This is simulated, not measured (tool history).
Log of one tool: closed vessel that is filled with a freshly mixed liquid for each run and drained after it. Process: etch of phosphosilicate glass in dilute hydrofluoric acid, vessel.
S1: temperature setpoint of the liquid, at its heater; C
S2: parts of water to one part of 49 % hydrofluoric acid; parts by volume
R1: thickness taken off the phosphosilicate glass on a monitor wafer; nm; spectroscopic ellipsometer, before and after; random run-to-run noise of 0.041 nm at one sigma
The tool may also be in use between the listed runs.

Run 1, hour 0.0: S1 24.0 C, S2 185 parts by volume, time in the liquid (s) 30. Result: R1 12.594 nm.
Run 2, hour 2.2: S1 23.0 C, S2 185 parts by volume, time in the liquid (s) 30. Result: R1 12.100 nm.
Run 3, hour 10.7: S1 20.0 C, S2 185 parts by volume, time in the liquid (s) 30. Result: R1 10.840 nm.
Run 4, hour 18.7: S1 20.0 C, S2 160 parts by volume, time in the liquid (s) 30. Result: R1 12.842 nm.
Run 5, hour 27.1: S1 20.0 C, S2 160 parts by volume, time in the liquid (s) 30. Result: R1 12.819 nm.
Run 6, hour 30.3: S1 19.5 C, S2 165 parts by volume, time in the liquid (s) 30. Result: R1 12.146 nm.
Run 7, hour 35.5: S1 19.0 C, S2 170 parts by volume, time in the liquid (s) 30. Result: R1 11.487 nm.

Run 8 has not been measured yet. What should we expect?
Run 8, hour 43.8: S1 18.5 C, S2 170 parts by volume, time in the liquid (s) 30. Result: R1 ?.

R1: 11.235 nm

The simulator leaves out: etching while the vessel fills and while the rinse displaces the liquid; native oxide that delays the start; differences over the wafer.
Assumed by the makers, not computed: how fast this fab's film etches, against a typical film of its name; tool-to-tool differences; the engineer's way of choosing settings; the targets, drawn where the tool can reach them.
